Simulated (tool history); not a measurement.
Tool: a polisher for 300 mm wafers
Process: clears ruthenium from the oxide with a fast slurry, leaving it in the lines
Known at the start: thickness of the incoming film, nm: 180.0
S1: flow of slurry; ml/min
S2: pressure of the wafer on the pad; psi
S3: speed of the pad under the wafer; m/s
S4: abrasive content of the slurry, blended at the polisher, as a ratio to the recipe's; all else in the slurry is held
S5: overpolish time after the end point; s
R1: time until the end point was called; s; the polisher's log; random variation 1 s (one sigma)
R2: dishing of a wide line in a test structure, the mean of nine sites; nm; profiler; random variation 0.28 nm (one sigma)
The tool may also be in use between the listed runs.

| run | hour | S1 | S2 | S3 | S4 | S5 | R1 | R2 |
|---|---|---|---|---|---|---|---|---|
| 1 | 0.0 | 175 | 1.8 | 0.78 | 1.0 | 27 | 73.677 | 45.169 |
| 2 | 7.2 | 180 | 1.6 | 0.78 | 1.0 | 22 | 81.253 | 34.766 |
| 3 | 14.1 | 160 | 1.6 | 0.78 | 1.0 | 22 | 84.937 | 33.870 |
| 4 | 20.7 | 160 | 1.4 | 0.80 | 1.0 | 18 | 93.910 | 26.276 |
| 5 | 25.1 | 155 | 1.4 | 0.82 | 1.0 | 15 | 89.263 | 23.692 |
| 6 | 31.6 | 150 | 1.3 | 0.82 | 1.0 | 14 | 97.455 | 20.550 |
| 7 | 34.3 | 135 | 1.3 | 0.84 | 1.0 | 8 | 97.157 | 12.121 |
| 8 | 35.6 | 145 | 1.3 | 0.84 | 1.0 | 8 | 96.321 | 12.134 |
| 9 | 43.7 | 135 | 1.2 | 0.84 | 1.0 | 21 | 104.270 | 27.231 |
| 10 | 44.3 | 130 | 1.2 | 0.84 | 1.0 | 19 | 106.150 | 24.401 |
| 11 | 49.3 | 130 | 1.2 | 0.84 | 1.0 | 17 | 104.510 | 22.147 |
| 12 | 54.7 | 130 | 1.2 | 0.84 | 1.0 | 16 | 106.820 | 21.903 |

The next listed run, before its measurement:
| 13 | 58.8 | 145 | 1.3 | 0.84 | 1.0 | 8 | ? | ? |

R1: 96.837 s
R2: 12.521 nm
